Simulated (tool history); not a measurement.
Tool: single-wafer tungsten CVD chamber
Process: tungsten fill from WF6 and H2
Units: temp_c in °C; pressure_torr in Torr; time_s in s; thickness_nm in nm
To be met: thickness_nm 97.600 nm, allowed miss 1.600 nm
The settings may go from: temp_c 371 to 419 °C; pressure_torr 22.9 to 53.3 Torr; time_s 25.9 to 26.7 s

Run 1, hour 0.0: temp_c 395 °C, pressure_torr 38.1 Torr, time_s 25.9 s. Result: thickness_nm 76.251 nm.
Run 2, hour 8.8: temp_c 397 °C, pressure_torr 38.1 Torr, time_s 25.9 s. Result: thickness_nm 79.448 nm.
Run 3, hour 11.0: temp_c 398 °C, pressure_torr 38.1 Torr, time_s 25.9 s. Result: thickness_nm 81.167 nm.
Run 4, hour 15.1: temp_c 399 °C, pressure_torr 38.1 Torr, time_s 25.9 s. Result: thickness_nm 83.402 nm.
Run 5, hour 18.1: temp_c 400 °C, pressure_torr 38.1 Torr, time_s 25.9 s. Result: thickness_nm 84.114 nm.
Run 6, hour 20.9: temp_c 401 °C, pressure_torr 38.1 Torr, time_s 25.9 s. Result: thickness_nm 85.647 nm.
Run 7, hour 27.8: temp_c 402 °C, pressure_torr 38.1 Torr, time_s 25.9 s. Result: thickness_nm 88.081 nm.
Run 8, hour 36.7: temp_c 408 °C, pressure_torr 38.2 Torr, time_s 25.9 s. Result: thickness_nm 99.461 nm.

Which of these 5 next moves meets every target?
Run A, hour 45.6: temp_c 408 °C, pressure_torr 38.9 Torr, time_s 26.7 s. Result: thickness_nm ?.
Run B, hour 45.6: temp_c 410 °C, pressure_torr 35.3 Torr, time_s 26.7 s. Result: thickness_nm ?.
Run C, hour 45.6: temp_c 407 °C, pressure_torr 39.7 Torr, time_s 26.2 s. Result: thickness_nm ?.
Run D, hour 45.6: temp_c 406 °C, pressure_torr 40.8 Torr, time_s 25.9 s. Result: thickness_nm ?.
Run E, hour 45.6: temp_c 410 °C, pressure_torr 35.0 Torr, time_s 26.7 s. Result: thickness_nm ?.

move  thickness_nm
   A       103.880
   B       103.110
   C       100.860
   D        98.964
   E       102.700
A: further off than the last run
B: further off than the last run
C: further off than the last run
D: meets every target
E: further off than the last run
Move D is the one to make.
